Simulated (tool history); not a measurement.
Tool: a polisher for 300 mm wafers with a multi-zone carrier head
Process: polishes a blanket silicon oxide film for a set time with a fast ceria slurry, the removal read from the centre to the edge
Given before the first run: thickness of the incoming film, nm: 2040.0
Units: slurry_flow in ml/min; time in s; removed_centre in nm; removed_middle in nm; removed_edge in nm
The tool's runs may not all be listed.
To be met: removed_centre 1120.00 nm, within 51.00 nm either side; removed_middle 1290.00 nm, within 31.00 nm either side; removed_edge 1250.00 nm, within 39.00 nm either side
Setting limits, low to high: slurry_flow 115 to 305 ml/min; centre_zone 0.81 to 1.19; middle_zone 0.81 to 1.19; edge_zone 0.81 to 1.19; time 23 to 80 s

run,hour,slurry_flow,centre_zone,middle_zone,edge_zone,time,removed_centre,removed_middle,removed_edge
1,0.0,195,1.00,1.00,1.00,51,859.90,843.40,856.79
2,0.8,240,1.00,1.00,1.00,51,882.80,866.38,874.05
3,2.4,240,0.99,1.02,1.02,53,904.39,923.31,900.13
4,7.2,205,0.99,1.02,1.02,53,869.20,890.08,883.74
5,10.3,205,0.99,1.02,1.02,58,965.49,973.99,974.94
6,19.1,205,0.99,1.02,1.02,65,1072.10,1096.00,1087.50
7,27.5,210,0.98,1.03,1.04,66,1079.50,1129.20,1124.20
8,28.3,215,0.98,1.04,1.05,66,1085.90,1127.50,1122.60
9,36.8,220,0.97,1.05,1.06,67,1105.70,1170.70,1148.60
10,40.1,225,0.96,1.05,1.07,67,1111.10,1157.30,1160.10
11,48.9,230,0.95,1.06,1.08,67,1088.60,1178.30,1148.70
12,56.1,230,0.94,1.06,1.09,67,1071.80,1169.90,1178.70
13,57.9,235,0.94,1.07,1.10,67,1087.20,1188.70,1174.50
14,59.0,240,0.94,1.08,1.11,67,1086.20,1205.10,1176.20
15,67.1,245,0.94,1.08,1.12,67,1100.80,1213.80,1186.80
16,73.9,250,0.94,1.08,1.13,67,1089.00,1209.60,1182.40
17,78.3,260,0.93,1.09,1.15,68,1090.40,1227.20,1233.50

Below are 4 possible settings for the next run. Only one of them brings all results inside the allowed miss of their targets. Which is it?
A,82.7,290,0.96,1.15,1.11,66,?,?,?
B,82.7,305,0.94,0.93,1.18,67,?,?,?
C,82.7,250,0.93,1.11,1.18,70,?,?,?
D,82.7,200,1.00,1.12,1.13,66,?,?,?

move,removed_centre,removed_middle,removed_edge
A,1130.40,1266.60,1153.10
B,1127.10,1078.60,1206.30
C,1143.30,1285.60,1240.10
D,1130.90,1193.70,1130.20
A: corrects the largest miss of the last run, while another result sits out of spec
B: its largest miss is bigger than the last run's
C: meets every target
D: its largest miss is bigger than the last run's
C is the move that brings every result within its allowed miss.

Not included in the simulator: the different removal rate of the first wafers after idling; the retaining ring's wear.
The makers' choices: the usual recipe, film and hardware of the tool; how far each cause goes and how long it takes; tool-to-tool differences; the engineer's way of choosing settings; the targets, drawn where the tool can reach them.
